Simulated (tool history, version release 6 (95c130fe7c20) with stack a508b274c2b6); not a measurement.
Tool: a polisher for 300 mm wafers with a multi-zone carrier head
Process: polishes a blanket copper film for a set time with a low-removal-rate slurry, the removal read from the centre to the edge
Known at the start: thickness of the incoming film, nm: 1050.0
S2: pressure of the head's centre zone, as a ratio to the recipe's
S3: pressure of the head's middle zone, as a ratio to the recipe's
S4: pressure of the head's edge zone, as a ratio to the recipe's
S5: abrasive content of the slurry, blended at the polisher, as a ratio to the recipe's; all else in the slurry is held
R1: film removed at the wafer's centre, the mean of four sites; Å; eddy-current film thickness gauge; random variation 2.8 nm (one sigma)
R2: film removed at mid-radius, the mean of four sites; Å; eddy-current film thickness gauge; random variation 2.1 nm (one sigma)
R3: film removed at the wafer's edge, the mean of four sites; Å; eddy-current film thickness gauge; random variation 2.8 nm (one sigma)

run 1 hour=0 | flow_of_slurry_(ml/min)=145 S2=1 S3=1 S4=1 S5=1 polishing_time_(s)=66 | R1=2580.7 R2=2532.2 R3=2600.8
run 2 hour=3 | flow_of_slurry_(ml/min)=140 S2=1 S3=0.98 S4=0.97 S5=0.9 polishing_time_(s)=65 | R1=2423.1 R2=2366.9 R3=2338.7
run 3 hour=7.9 | flow_of_slurry_(ml/min)=140 S2=1 S3=0.92 S4=0.97 S5=0.9 polishing_time_(s)=65 | R1=2401.9 R2=2223 R3=2407.9
run 4 hour=14 | flow_of_slurry_(ml/min)=140 S2=1 S3=0.92 S4=0.97 S5=1 polishing_time_(s)=65 | R1=2444.1 R2=2350.8 R3=2473.6
run 5 hour=22.2 | flow_of_slurry_(ml/min)=135 S2=1 S3=0.9 S4=0.95 S5=0.95 polishing_time_(s)=65 | R1=2426 R2=2213.4 R3=2347.7
run 6 hour=25.9 | flow_of_slurry_(ml/min)=135 S2=1 S3=0.9 S4=0.91 S5=0.95 polishing_time_(s)=65 | R1=2463 R2=2217.1 R3=2314
run 7 hour=33.2 | flow_of_slurry_(ml/min)=125 S2=0.98 S3=0.89 S4=0.9 S5=0.9 polishing_time_(s)=65 | R1=2349.2 R2=2067.5 R3=2282.4
run 8 hour=38.9 | flow_of_slurry_(ml/min)=125 S2=0.97 S3=0.91 S4=0.89 S5=0.85 polishing_time_(s)=64 | R1=2206.5 R2=2085.8 R3=2136.3

The next listed run, before its measurement:
run 9 hour=40.4 | flow_of_slurry_(ml/min)=120 S2=0.97 S3=0.91 S4=0.88 S5=0.85 polishing_time_(s)=64 | R1=? R2=? R3=?

R1: 2170.7 Å
R2: 2053.7 Å
R3: 2116.5 Å

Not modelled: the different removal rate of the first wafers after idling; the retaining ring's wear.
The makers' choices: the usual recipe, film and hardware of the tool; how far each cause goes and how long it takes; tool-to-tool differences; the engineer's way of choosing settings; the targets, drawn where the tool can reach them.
